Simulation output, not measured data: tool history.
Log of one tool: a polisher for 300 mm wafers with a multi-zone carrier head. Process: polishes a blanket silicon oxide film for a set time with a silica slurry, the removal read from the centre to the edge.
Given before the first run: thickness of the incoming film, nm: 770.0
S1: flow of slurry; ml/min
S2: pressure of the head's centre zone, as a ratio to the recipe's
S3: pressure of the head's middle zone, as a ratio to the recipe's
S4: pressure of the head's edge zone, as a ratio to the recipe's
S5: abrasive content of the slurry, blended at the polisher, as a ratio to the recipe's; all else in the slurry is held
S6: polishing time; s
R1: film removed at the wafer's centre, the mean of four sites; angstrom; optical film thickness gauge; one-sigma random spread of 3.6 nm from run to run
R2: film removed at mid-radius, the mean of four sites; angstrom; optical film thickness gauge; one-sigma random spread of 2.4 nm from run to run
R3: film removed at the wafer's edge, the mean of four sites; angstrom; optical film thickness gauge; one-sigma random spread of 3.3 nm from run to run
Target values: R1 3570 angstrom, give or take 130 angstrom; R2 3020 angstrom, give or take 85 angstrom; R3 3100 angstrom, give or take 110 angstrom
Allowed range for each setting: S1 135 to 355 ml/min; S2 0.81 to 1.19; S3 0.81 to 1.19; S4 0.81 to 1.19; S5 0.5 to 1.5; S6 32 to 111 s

{"run": 1, "day": 0.0, "S1": 225, "S2": 1, "S3": 1, "S4": 1, "S5": 1, "S6": 71, "R1": 1761.3, "R2": 1767.9, "R3": 1683.1}
{"run": 2, "day": 0.362, "S1": 240, "S2": 1.05, "S3": 1, "S4": 1.05, "S5": 1.15, "S6": 78, "R1": 2195.6, "R2": 2097.1, "R3": 2128.5}
{"run": 3, "day": 0.496, "S1": 260, "S2": 1.1, "S3": 1.01, "S4": 1.04, "S5": 1.25, "S6": 82, "R1": 2592.6, "R2": 2349.7, "R3": 2312.2}
{"run": 4, "day": 0.571, "S1": 270, "S2": 1.13, "S3": 1.02, "S4": 1.07, "S5": 1.35, "S6": 84, "R1": 2758.4, "R2": 2540.8, "R3": 2506.1}
{"run": 5, "day": 0.621, "S1": 270, "S2": 1.19, "S3": 1.02, "S4": 1.07, "S5": 1.35, "S6": 84, "R1": 2902.4, "R2": 2515, "R3": 2492.6}
{"run": 6, "day": 0.817, "S1": 245, "S2": 1.19, "S3": 1.02, "S4": 1.07, "S5": 1.35, "S6": 84, "R1": 2935.6, "R2": 2494.8, "R3": 2491.2}
{"run": 7, "day": 0.871, "S1": 240, "S2": 1.19, "S3": 1.01, "S4": 1.08, "S5": 1.4, "S6": 88, "R1": 3076, "R2": 2641.8, "R3": 2637.6}
{"run": 8, "day": 1.096, "S1": 255, "S2": 1.19, "S3": 1, "S4": 1.08, "S5": 1.45, "S6": 91, "R1": 3302.1, "R2": 2730.2, "R3": 2758.7}
{"run": 9, "day": 1.429, "S1": 260, "S2": 1.19, "S3": 1, "S4": 1.1, "S5": 1.45, "S6": 93, "R1": 3348, "R2": 2853.9, "R3": 2834}
{"run": 10, "day": 1.729, "S1": 285, "S2": 1.19, "S3": 0.95, "S4": 1.15, "S5": 1.5, "S6": 97, "R1": 3524.6, "R2": 2909.3, "R3": 3093.5}

Pick the move, out of 5, that brings all results within their allowed miss; only one does.
{"run": "A", "day": 2.029, "S1": 295, "S2": 1.15, "S3": 0.96, "S4": 1.08, "S5": 1.5, "S6": 98, "R1": "?", "R2": "?", "R3": "?"}
{"run": "B", "day": 2.029, "S1": 285, "S2": 1.18, "S3": 0.89, "S4": 1.19, "S5": 1.5, "S6": 104, "R1": "?", "R2": "?", "R3": "?"}
{"run": "C", "day": 2.029, "S1": 265, "S2": 1.01, "S3": 0.92, "S4": 1.19, "S5": 1.3, "S6": 110, "R1": "?", "R2": "?", "R3": "?"}
{"run": "D", "day": 2.029, "S1": 270, "S2": 1.11, "S3": 0.9, "S4": 1.15, "S5": 1.5, "S6": 105, "R1": "?", "R2": "?", "R3": "?"}
{"run": "E", "day": 2.029, "S1": 195, "S2": 1.14, "S3": 1.06, "S4": 1.03, "S5": 1.5, "S6": 105, "R1": "?", "R2": "?", "R3": "?"}

move=A R1=3591.1 R2=2979.9 R3=3046.1
move=B R1=3894.2 R2=2985.9 R3=3391.3
move=C R1=3283.2 R2=3018.4 R3=3351.4
move=D R1=3673.6 R2=3022.1 R3=3348.3
move=E R1=3603.5 R2=3258.2 R3=3063
A: in spec on every target
B: the worst result of the last run now meets its target, but another is out of spec
C: the worst result of the last run now meets its target, but another is out of spec
D: the worst result of the last run now meets its target, but another is out of spec
E: the result that was furthest off in the last run now lies on the other side of its target
Move A is the one to make.
